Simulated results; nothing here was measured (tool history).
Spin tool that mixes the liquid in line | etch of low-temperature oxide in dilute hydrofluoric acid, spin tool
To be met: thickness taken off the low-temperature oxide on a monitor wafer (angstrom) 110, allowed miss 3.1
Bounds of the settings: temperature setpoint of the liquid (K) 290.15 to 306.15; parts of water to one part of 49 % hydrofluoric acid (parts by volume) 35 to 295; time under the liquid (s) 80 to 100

run	hour	temperature setpoint of the liquid (K)	parts of water to one part of 49 % hydrofluoric acid (parts by volume)	time under the liquid (s)	thickness taken off the low-temperature oxide on a monitor wafer (angstrom)
1	0	298.15	165	100	142.66
2	1.4	296.65	165	100	135.93
3	7.9	295.15	165	100	128.5
4	11.8	295.15	165	80	102.11
5	16.9	295.65	165	80	105.42
6	23.9	295.65	195	80	86.541
7	31.5	296.65	195	80	90.133
8	33.2	297.65	195	80	92.928
9	40.4	298.65	195	80	97.003

Which of these 4 next moves meets every target?
A	47.6	300.15	195	90	?
B	47.6	298.65	180	90	?
C	47.6	301.65	245	85	?
D	47.6	298.15	180	85	?

move	thickness taken off the low-temperature oxide on a monitor wafer (angstrom)
A	115.34
B	120.38
C	86.298
D	111.61
A: takes the result that was furthest off past its target
B: takes the result that was furthest off past its target
C: further off than the last run
D: meets every target
Move D is the one to make.

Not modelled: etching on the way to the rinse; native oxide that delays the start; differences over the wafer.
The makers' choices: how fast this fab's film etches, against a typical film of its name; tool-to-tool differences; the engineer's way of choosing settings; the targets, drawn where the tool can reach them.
